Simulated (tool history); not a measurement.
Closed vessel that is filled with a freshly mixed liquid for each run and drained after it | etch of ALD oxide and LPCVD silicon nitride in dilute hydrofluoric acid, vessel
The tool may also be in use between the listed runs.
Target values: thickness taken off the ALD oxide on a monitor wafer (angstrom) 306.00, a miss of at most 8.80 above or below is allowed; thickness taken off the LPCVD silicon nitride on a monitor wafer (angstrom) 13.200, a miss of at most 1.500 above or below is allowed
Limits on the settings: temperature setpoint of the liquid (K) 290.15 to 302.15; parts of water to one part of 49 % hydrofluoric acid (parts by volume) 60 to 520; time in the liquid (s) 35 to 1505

run	day	temperature setpoint of the liquid (K)	parts of water to one part of 49 % hydrofluoric acid (parts by volume)	time in the liquid (s)	thickness taken off the ALD oxide on a monitor wafer (angstrom)	thickness taken off the LPCVD silicon nitride on a monitor wafer (angstrom)
1	0.000	294.15	290	770	188.82	10.188
2	0.217	297.15	290	770	207.31	12.086
3	0.404	295.65	290	770	195.59	11.675
4	0.692	295.65	290	910	231.36	12.578
5	1.021	295.65	365	910	171.44	10.820
6	1.079	295.65	365	1155	216.12	12.879
7	1.250	294.65	325	1135	237.29	12.672
8	1.271	294.15	300	1120	259.99	13.076
9	1.417	293.65	285	1110	269.51	13.820
10	1.467	292.15	230	1075	319.03	15.331
11	1.700	291.65	230	1075	315.41	14.590

Exercise: of the 5 proposed moves below, exactly one satisfies all targets within the stated allowed misses. Which move is it?
A	1.933	297.65	305	1165	?	?
B	1.933	295.65	225	885	?	?
C	1.933	297.65	255	1050	?	?
D	1.933	290.15	195	920	?	?
E	1.933	290.15	285	1350	?	?

move	thickness taken off the ALD oxide on a monitor wafer (angstrom)	thickness taken off the LPCVD silicon nitride on a monitor wafer (angstrom)
A	297.17	17.537
B	308.53	15.890
C	336.81	18.883
D	308.26	13.233
E	285.91	13.517
A: the result that was furthest off in the last run now lies on the other side of its target
B: corrects the largest miss of the last run, while another result sits out of spec
C: lands further from the targets than the last run did
D: each result inside its tolerance
E: the result that was furthest off in the last run now lies on the other side of its target
Move D is the one to make.

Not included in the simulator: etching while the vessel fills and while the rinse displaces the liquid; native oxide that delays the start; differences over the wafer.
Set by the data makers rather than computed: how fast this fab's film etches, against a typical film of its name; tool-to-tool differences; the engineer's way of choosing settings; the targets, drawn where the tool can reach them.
